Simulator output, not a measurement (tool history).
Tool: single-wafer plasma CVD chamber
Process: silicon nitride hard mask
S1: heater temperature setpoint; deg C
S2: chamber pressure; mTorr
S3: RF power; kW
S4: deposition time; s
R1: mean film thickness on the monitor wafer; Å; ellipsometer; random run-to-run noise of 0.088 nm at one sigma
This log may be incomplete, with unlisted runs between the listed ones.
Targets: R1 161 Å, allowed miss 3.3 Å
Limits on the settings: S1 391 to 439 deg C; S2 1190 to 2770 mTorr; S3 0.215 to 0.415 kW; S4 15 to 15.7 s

run  hour   S1    S2     S3    S4      R1
  1     0  415  1980  0.315  15.7  201.93
  2   6.5  415  1890  0.305  15.7  193.38
  3  13.6  415  1800    0.3  15.7  188.51
  4    16  415  1720  0.295  15.7  185.16
  5  24.4  415  1720  0.295    15  175.04
     26.3  -- thermocouple changed; heater temperature recalibrated
  6  26.3  415  1460  0.295    15  168.38
  7  32.9  415  1430  0.295    15  167.15
  8  41.9  415  1430  0.295    15  166.56
  9  48.1  415  1430  0.295    15  167.43

Exercise: of the 5 proposed moves below, exactly one satisfies all targets within the stated allowed misses. Which move is it?
  A  54.3  411  1500  0.285  15.7   ?
  B  54.3  418  1220   0.31  15.5   ?
  C  54.3  413  1450  0.305  15.1   ?
  D  54.3  419  1190  0.305  15.1   ?
  E  54.3  416  1510  0.295  15.7   ?

move      R1
   A  171.61
   B  169.23
   C  172.58
   D  161.33
   E  176.54
A: its largest miss is bigger than the last run's
B: its largest miss is bigger than the last run's
C: its largest miss is bigger than the last run's
D: meets every target
E: its largest miss is bigger than the last run's
Answer: D
